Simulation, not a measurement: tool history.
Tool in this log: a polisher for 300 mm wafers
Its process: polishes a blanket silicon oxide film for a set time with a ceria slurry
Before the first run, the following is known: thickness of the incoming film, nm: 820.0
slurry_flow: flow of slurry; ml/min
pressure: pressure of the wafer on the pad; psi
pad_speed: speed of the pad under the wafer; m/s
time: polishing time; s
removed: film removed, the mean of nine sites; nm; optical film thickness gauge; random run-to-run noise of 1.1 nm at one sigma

run,day,slurry_flow,pressure,pad_speed,time,removed
1,0.000,305,2.3,0.86,78,191.39
2,0.204,305,2.2,0.86,78,186.14
3,0.238,305,2.2,0.86,78,185.80
4,0.596,370,2.2,0.86,78,188.01
5,0.838,370,2.2,1.00,78,216.45
6,0.925,370,2.5,1.00,78,240.01
7,1.279,370,2.2,0.98,78,209.00
8,1.588,370,2.0,0.98,78,194.46
9,1.896,370,1.8,0.98,78,179.78
10,1.954,370,1.7,0.98,78,173.42
11,2.108,370,1.6,0.98,78,165.14
12,2.154,370,1.5,0.98,78,158.19
13,2.354,370,1.4,0.98,78,150.40

Run 14 has not been measured yet. What should we expect?
14,2.417,370,1.3,0.98,78,?

Run 14 came out at removed 144.34 nm.

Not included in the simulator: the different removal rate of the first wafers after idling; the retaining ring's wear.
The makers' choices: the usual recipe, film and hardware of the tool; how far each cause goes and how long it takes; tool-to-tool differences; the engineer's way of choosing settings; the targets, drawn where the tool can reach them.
